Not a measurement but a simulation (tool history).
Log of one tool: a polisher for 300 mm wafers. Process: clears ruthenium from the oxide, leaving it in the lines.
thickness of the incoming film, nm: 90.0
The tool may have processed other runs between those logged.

| run | day | flow of slurry (ml/min) | pressure of the wafer on the pad (psi) | speed of the pad under the wafer (cm/s) | overpolish time after the end point (s) | time until the end point was called (s) |
|---|---|---|---|---|---|---|
| 1 | 0.000 | 175 | 1.4 | 104 | 3 | 87.509 |
| 2 | 0.288 | 175 | 1.4 | 104 | 3 | 87.102 |
| 3 | 0.354 | 175 | 1.5 | 104 | 3 | 82.068 |
| 4 | 0.725 | 175 | 1.4 | 104 | 3 | 87.172 |
| 5 | 1.046 | 175 | 1.8 | 104 | 3 | 68.710 |
| 6 | 1.183 | 175 | 1.7 | 104 | 3 | 71.878 |
| 7 | 1.304 | 175 | 1.6 | 104 | 3 | 76.587 |

Predict the results of run 8:
| 8 | 1.492 | 175 | 1.5 | 104 | 3 | ? |

time until the end point was called (s): 81.289

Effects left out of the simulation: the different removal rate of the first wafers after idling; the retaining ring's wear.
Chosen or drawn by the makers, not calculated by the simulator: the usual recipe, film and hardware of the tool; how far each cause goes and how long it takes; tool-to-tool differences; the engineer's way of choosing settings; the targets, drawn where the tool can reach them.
